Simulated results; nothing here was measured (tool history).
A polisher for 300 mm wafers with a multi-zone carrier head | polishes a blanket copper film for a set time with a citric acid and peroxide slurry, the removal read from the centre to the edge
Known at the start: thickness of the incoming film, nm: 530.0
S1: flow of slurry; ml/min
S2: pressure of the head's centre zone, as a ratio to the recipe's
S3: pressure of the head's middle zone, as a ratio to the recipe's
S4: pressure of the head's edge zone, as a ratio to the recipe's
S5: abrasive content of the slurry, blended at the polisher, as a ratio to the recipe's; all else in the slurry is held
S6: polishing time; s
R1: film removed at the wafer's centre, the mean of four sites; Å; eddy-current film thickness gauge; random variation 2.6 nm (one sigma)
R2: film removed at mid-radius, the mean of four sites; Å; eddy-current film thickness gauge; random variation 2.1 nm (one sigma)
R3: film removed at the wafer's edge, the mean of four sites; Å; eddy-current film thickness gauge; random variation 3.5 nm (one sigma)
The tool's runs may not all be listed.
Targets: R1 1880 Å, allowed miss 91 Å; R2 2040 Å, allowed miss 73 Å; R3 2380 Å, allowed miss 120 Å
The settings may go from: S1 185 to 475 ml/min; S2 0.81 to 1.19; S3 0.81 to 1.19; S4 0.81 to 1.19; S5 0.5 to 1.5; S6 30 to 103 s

Run 1, day 0: S1 305 ml/min, S2 1, S3 1, S4 1, S5 1, S6 66 s. Result: R1 1524.9 Å, R2 1529.5 Å, R3 1577 Å.
Run 2, day 0.279: S1 305 ml/min, S2 1, S3 1, S4 1, S5 1, S6 75 s. Result: R1 1752.6 Å, R2 1740.5 Å, R3 1772.2 Å.
Run 3, day 0.425: S1 305 ml/min, S2 0.96, S3 0.98, S4 1.05, S5 1.15, S6 77 s. Result: R1 1787.5 Å, R2 1845.3 Å, R3 1946 Å.
Run 4, day 0.704: S1 305 ml/min, S2 0.96, S3 0.98, S4 1.01, S5 1.15, S6 77 s. Result: R1 1797 Å, R2 1830.3 Å, R3 1896.4 Å.
Run 5, day 0.754: S1 305 ml/min, S2 0.96, S3 0.98, S4 1.01, S5 1.15, S6 83 s. Result: R1 1896.5 Å, R2 1969.4 Å, R3 2040.5 Å.
Run 6, day 1.117: S1 305 ml/min, S2 0.96, S3 0.98, S4 1.01, S5 1.25, S6 83 s. Result: R1 1919.6 Å, R2 2061 Å, R3 2100.6 Å.
Run 7, day 1.212: S1 290 ml/min, S2 0.9, S3 0.89, S4 1.11, S5 1.4, S6 85 s. Result: R1 1920.7 Å, R2 1998.9 Å, R3 2344.2 Å.
Run 8, day 1.35: S1 290 ml/min, S2 0.89, S3 0.89, S4 1.12, S5 1.4, S6 85 s. Result: R1 1900.3 Å, R2 1987.8 Å, R3 2282.9 Å.

Which of these 5 next moves meets every target?
Run A, day 1.488: S1 335 ml/min, S2 0.84, S3 1.04, S4 1, S5 1.45, S6 81 s. Result: R1 ?, R2 ?, R3 ?.
Run B, day 1.488: S1 340 ml/min, S2 0.86, S3 1, S4 1.06, S5 1.5, S6 84 s. Result: R1 ?, R2 ?, R3 ?.
Run C, day 1.488: S1 260 ml/min, S2 0.83, S3 0.85, S4 1.11, S5 1.35, S6 87 s. Result: R1 ?, R2 ?, R3 ?.
Run D, day 1.488: S1 190 ml/min, S2 0.89, S3 0.93, S4 1.12, S5 1.5, S6 88 s. Result: R1 ?, R2 ?, R3 ?.
Run E, day 1.488: S1 275 ml/min, S2 1.01, S3 1, S4 1.12, S5 1.4, S6 76 s. Result: R1 ?, R2 ?, R3 ?.

move      R1      R2      R3
   A  1729.6    2199  2168.5
   B  1855.4  2228.3  2338.4
   C  1755.5  1915.4  2372.8
   D  1891.4    2078  2418.4
   E  1900.4  1942.7  2106.8
A: further off than the last run
B: brings the result that was furthest off to its target, and leaves another outside
C: brings the result that was furthest off to its target, and leaves another outside
D: meets every target
E: further off than the last run
Move D is the one to make.
